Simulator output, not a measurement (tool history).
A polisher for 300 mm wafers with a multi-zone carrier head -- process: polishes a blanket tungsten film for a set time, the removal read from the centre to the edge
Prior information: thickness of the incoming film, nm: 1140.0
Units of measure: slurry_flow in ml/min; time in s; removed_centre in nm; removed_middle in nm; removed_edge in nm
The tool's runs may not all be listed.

Run 1, hour 0.0: slurry_flow 255 ml/min, centre_zone 1.00, middle_zone 1.00, edge_zone 1.00, slurry_solids 1.00, time 49 s. Result: removed_centre 231.99 nm, removed_middle 237.98 nm, removed_edge 235.74 nm.
Run 2, hour 3.1: slurry_flow 255 ml/min, centre_zone 1.00, middle_zone 0.99, edge_zone 0.99, slurry_solids 0.95, time 49 s. Result: removed_centre 235.45 nm, removed_middle 235.54 nm, removed_edge 232.50 nm.
Run 3, hour 10.1: slurry_flow 255 ml/min, centre_zone 1.00, middle_zone 0.99, edge_zone 0.99, slurry_solids 0.95, time 53 s. Result: removed_centre 250.38 nm, removed_middle 253.26 nm, removed_edge 250.04 nm.
Run 4, hour 17.6: slurry_flow 255 ml/min, centre_zone 1.00, middle_zone 0.99, edge_zone 0.99, slurry_solids 0.95, time 47 s. Result: removed_centre 222.11 nm, removed_middle 225.22 nm, removed_edge 222.04 nm.
Run 5, hour 22.9: slurry_flow 255 ml/min, centre_zone 1.00, middle_zone 0.98, edge_zone 0.99, slurry_solids 0.95, time 47 s. Result: removed_centre 223.34 nm, removed_middle 216.17 nm, removed_edge 221.37 nm.
Run 6, hour 31.6: slurry_flow 255 ml/min, centre_zone 1.00, middle_zone 0.98, edge_zone 0.98, slurry_solids 0.95, time 47 s. Result: removed_centre 226.28 nm, removed_middle 223.61 nm, removed_edge 219.76 nm.
Run 7, hour 36.5: slurry_flow 255 ml/min, centre_zone 1.00, middle_zone 0.97, edge_zone 0.98, slurry_solids 0.95, time 47 s. Result: removed_centre 226.71 nm, removed_middle 219.31 nm, removed_edge 222.78 nm.

Expected results for the next run?
Run 8, hour 41.3: slurry_flow 245 ml/min, centre_zone 0.99, middle_zone 0.95, edge_zone 0.97, slurry_solids 0.85, time 47 s. Result: removed_centre ?, removed_middle ?, removed_edge ?.

removed_centre: 217.22 nm
removed_middle: 214.52 nm
removed_edge: 209.69 nm
